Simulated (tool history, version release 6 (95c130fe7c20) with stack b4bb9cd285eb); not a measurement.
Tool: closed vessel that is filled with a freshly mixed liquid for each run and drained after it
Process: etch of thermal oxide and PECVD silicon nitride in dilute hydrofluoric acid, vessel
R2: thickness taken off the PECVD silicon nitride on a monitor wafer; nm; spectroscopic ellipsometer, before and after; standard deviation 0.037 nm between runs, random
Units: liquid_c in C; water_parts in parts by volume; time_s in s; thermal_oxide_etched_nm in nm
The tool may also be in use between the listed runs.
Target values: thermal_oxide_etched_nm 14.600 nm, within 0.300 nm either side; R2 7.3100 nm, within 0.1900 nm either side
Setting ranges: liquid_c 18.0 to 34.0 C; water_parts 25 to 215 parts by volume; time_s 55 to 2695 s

run 1 hour=0.0 | liquid_c=26.0 water_parts=120 time_s=1375 | thermal_oxide_etched_nm=52.212 R2=24.4630
run 2 hour=7.1 | liquid_c=26.0 water_parts=120 time_s=1735 | thermal_oxide_etched_nm=66.750 R2=30.8510
run 3 hour=13.0 | liquid_c=26.0 water_parts=150 time_s=1735 | thermal_oxide_etched_nm=50.936 R2=24.7210
run 4 hour=21.7 | liquid_c=26.0 water_parts=150 time_s=1270 | thermal_oxide_etched_nm=37.403 R2=18.1100
run 5 hour=30.2 | liquid_c=26.0 water_parts=150 time_s=1815 | thermal_oxide_etched_nm=53.430 R2=25.8260
run 6 hour=33.1 | liquid_c=26.0 water_parts=150 time_s=1575 | thermal_oxide_etched_nm=46.035 R2=22.3620
run 7 hour=36.2 | liquid_c=25.0 water_parts=170 time_s=1365 | thermal_oxide_etched_nm=33.254 R2=16.0020
run 8 hour=42.3 | liquid_c=25.0 water_parts=185 time_s=1160 | thermal_oxide_etched_nm=25.774 R2=12.5390
run 9 hour=45.8 | liquid_c=25.0 water_parts=195 time_s=1005 | thermal_oxide_etched_nm=21.014 R2=10.3600
run 10 hour=50.5 | liquid_c=24.0 water_parts=215 time_s=780 | thermal_oxide_etched_nm=13.823 R2=6.8082
run 11 hour=60.3 | liquid_c=24.5 water_parts=215 time_s=775 | thermal_oxide_etched_nm=14.065 R2=6.9614
run 12 hour=66.7 | liquid_c=25.0 water_parts=215 time_s=770 | thermal_oxide_etched_nm=14.118 R2=7.1453

Next run, 4 choices. One meets every target within its allowed miss, the rest don't. Which?
run A hour=73.1 | liquid_c=28.0 water_parts=215 time_s=690 | thermal_oxide_etched_nm=? R2=?
run B hour=73.1 | liquid_c=24.5 water_parts=215 time_s=810 | thermal_oxide_etched_nm=? R2=?
run C hour=73.1 | liquid_c=24.5 water_parts=215 time_s=740 | thermal_oxide_etched_nm=? R2=?
run D hour=73.1 | liquid_c=25.0 water_parts=195 time_s=745 | thermal_oxide_etched_nm=? R2=?

move=A thermal_oxide_etched_nm=14.090 R2=7.6958
move=B thermal_oxide_etched_nm=14.599 R2=7.2828
move=C thermal_oxide_etched_nm=13.337 R2=6.6534
move=D thermal_oxide_etched_nm=15.409 R2=7.6160
A: further off than the last run
B: every result lands within tolerance
C: further off than the last run
D: carries the result that was furthest off beyond its target, to the other side
So the answer is move B, the one that meets all the targets.
